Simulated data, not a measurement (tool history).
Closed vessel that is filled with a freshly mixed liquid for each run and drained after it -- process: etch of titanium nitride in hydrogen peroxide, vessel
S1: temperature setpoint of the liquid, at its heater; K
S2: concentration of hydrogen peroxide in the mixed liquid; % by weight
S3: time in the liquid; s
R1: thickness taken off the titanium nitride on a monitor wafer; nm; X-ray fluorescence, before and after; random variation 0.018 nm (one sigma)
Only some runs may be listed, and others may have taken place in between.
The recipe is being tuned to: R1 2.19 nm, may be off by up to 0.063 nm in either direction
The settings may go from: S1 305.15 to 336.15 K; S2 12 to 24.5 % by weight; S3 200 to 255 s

run  hour      S1    S2   S3      R1
  1     0  320.15  16.5  255  5.8838
  2   7.4  325.65  16.5  255  8.8087
  3   9.7  325.65    20  255  9.0025
  4  12.5  323.15    20  255  7.7688
  5  13.8  320.65    20  255  6.3957
  6  16.9  320.65    20  255  6.4021
  7  18.6  318.65    20  255  5.5075
  8  20.5  317.15    20  255  4.8894
  9    25  309.15  19.5  255  2.6171
 10  31.2  308.65  19.5  255  2.5614
     39.3  -- new drum of peroxide connected
 11  39.3  306.15  19.5  255   2.101

Which of these 5 next moves meets every target?
  A  47.4  307.65    17  255   ?
  B  47.4  308.15  19.5  245   ?
  C  47.4  307.65    17  230   ?
  D  47.4  306.65    19  255   ?
  E  47.4  305.65    19  255   ?

move      R1
   A  2.3018
   B  2.3695
   C  2.0761
   D  2.1758
   E  2.0075
A: carries the result that was furthest off beyond its target, to the other side
B: carries the result that was furthest off beyond its target, to the other side
C: its largest miss is bigger than the last run's
D: meets every target
E: its largest miss is bigger than the last run's
The move that meets every target is D.
